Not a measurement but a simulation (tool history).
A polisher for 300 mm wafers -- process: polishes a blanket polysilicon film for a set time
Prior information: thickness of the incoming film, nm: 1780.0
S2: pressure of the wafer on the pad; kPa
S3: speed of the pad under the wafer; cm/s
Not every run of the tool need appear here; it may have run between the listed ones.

{"run": 1, "hour": 0.0, "flow of slurry (ml/min)": 215, "S2": 11.7, "S3": 84, "polishing time (s)": 100, "film removed (nm)": 360.63}
{"run": 2, "hour": 2.0, "flow of slurry (ml/min)": 210, "S2": 11, "S3": 84, "polishing time (s)": 100, "film removed (nm)": 333.63}
{"run": 3, "hour": 9.1, "flow of slurry (ml/min)": 250, "S2": 11, "S3": 84, "polishing time (s)": 100, "film removed (nm)": 350.08}
{"run": 4, "hour": 15.1, "flow of slurry (ml/min)": 250, "S2": 8.3, "S3": 84, "polishing time (s)": 100, "film removed (nm)": 264}
{"run": 5, "hour": 16.8, "flow of slurry (ml/min)": 260, "S2": 8.3, "S3": 84, "polishing time (s)": 100, "film removed (nm)": 266.8}
{"run": 6, "hour": 24.5, "flow of slurry (ml/min)": 260, "S2": 5.5, "S3": 84, "polishing time (s)": 100, "film removed (nm)": 181.06}
{"run": 7, "hour": 30.1, "flow of slurry (ml/min)": 270, "S2": 6.2, "S3": 84, "polishing time (s)": 100, "film removed (nm)": 203.52}
{"run": 8, "hour": 38.0, "flow of slurry (ml/min)": 330, "S2": 9, "S3": 84, "polishing time (s)": 100, "film removed (nm)": 298.3}
{"run": 9, "hour": 42.0, "flow of slurry (ml/min)": 325, "S2": 9, "S3": 84, "polishing time (s)": 100, "film removed (nm)": 294.4}
{"run": 10, "hour": 43.2, "flow of slurry (ml/min)": 300, "S2": 9, "S3": 84, "polishing time (s)": 100, "film removed (nm)": 290.68}
{"run": 11, "hour": 49.2, "flow of slurry (ml/min)": 295, "S2": 9, "S3": 84, "polishing time (s)": 100, "film removed (nm)": 290.66}

What does the tool deliver on the next run?
{"run": 12, "hour": 51.4, "flow of slurry (ml/min)": 290, "S2": 9, "S3": 84, "polishing time (s)": 100, "film removed (nm)": "?"}

For run 12 the tool returned film removed (nm) 291.5.
